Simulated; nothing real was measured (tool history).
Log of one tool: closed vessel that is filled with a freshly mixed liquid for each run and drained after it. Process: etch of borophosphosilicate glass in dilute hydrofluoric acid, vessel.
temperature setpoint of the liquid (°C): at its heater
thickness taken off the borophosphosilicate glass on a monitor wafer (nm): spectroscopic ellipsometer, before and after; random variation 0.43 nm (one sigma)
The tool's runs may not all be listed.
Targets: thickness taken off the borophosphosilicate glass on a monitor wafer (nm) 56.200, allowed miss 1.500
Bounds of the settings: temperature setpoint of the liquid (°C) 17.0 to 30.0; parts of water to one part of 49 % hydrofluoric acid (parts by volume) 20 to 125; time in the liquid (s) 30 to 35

run,hour,temperature setpoint of the liquid (°C),parts of water to one part of 49 % hydrofluoric acid (parts by volume),time in the liquid (s),thickness taken off the borophosphosilicate glass on a monitor wafer (nm)
1,0.0,22.0,70,35,30.992
2,6.2,22.0,90,35,24.092
3,8.9,23.5,85,35,27.245
4,14.9,23.5,60,35,39.461
5,17.6,23.5,60,35,39.768
6,24.8,21.5,60,35,36.250
7,30.2,23.0,60,35,38.654
8,32.8,24.0,60,35,40.363
9,33.7,25.0,60,35,41.674
10,42.9,26.0,60,35,44.030

4 next moves are on the table. One of them brings every result within its allowed miss. Which?
A,52.1,27.0,45,30,?
B,52.1,29.0,50,35,?
C,52.1,25.5,50,35,?
D,52.1,24.5,45,35,?

move,thickness taken off the borophosphosilicate glass on a monitor wafer (nm)
A,53.185
B,60.048
C,52.183
D,56.038
A: nearer than the last run, and not there yet
B: takes the result that was furthest off past its target
C: nearer than the last run, and not there yet
D: meets every target
The right move is D.

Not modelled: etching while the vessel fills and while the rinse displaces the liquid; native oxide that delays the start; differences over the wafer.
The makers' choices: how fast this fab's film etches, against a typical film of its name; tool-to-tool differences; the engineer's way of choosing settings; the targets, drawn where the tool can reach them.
